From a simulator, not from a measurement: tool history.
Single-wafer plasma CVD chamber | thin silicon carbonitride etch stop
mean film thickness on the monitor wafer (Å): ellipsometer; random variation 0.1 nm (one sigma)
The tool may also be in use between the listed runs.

run  hour  RF power (kW)  deposition time (s)  mean film thickness on the monitor wafer (Å)
  1   0.0          0.195                 23.9                                        139.84
  2   1.7          0.170                 23.9                                        135.05
  3   6.7          0.185                 23.9                                        137.76
  4   9.3          0.200                 25.4                                        150.64
  5  17.6          0.200                 24.1                                        142.63
  6  26.0          0.175                 24.1                                        138.47
  7  33.3          0.185                 25.7                                        148.96
  8  36.7          0.200                 26.6                                        156.13

The next listed run, before its measurement:
  9  45.7          0.210                 27.4                                             ?

Run 9 gave mean film thickness on the monitor wafer (Å) 163.40.
